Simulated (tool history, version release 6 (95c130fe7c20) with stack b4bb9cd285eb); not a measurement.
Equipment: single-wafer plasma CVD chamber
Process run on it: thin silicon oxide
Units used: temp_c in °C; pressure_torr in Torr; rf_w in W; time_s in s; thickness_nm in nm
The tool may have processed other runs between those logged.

Run 1, hour 0.0: temp_c 405 °C, pressure_torr 0.878 Torr, rf_w 275 W, time_s 8.9 s. Result: thickness_nm 16.683 nm.
Run 2, hour 8.8: temp_c 405 °C, pressure_torr 0.912 Torr, rf_w 275 W, time_s 8.9 s. Result: thickness_nm 17.072 nm.
Run 3, hour 17.3: temp_c 405 °C, pressure_torr 0.943 Torr, rf_w 275 W, time_s 8.9 s. Result: thickness_nm 17.395 nm.
Run 4, hour 23.9: temp_c 405 °C, pressure_torr 0.974 Torr, rf_w 275 W, time_s 8.9 s. Result: thickness_nm 17.766 nm.
Run 5, hour 29.8: temp_c 405 °C, pressure_torr 0.974 Torr, rf_w 275 W, time_s 8.5 s. Result: thickness_nm 17.012 nm.
Run 6, hour 36.6: temp_c 405 °C, pressure_torr 1.014 Torr, rf_w 275 W, time_s 8.5 s. Result: thickness_nm 17.428 nm.
Run 7, hour 38.9: temp_c 405 °C, pressure_torr 1.049 Torr, rf_w 275 W, time_s 8.5 s. Result: thickness_nm 17.583 nm.

Predict the results of run 8:
Run 8, hour 43.9: temp_c 405 °C, pressure_torr 1.087 Torr, rf_w 275 W, time_s 8.5 s. Result: thickness_nm ?.

{"run 8": {"thickness_nm": 17.891}}
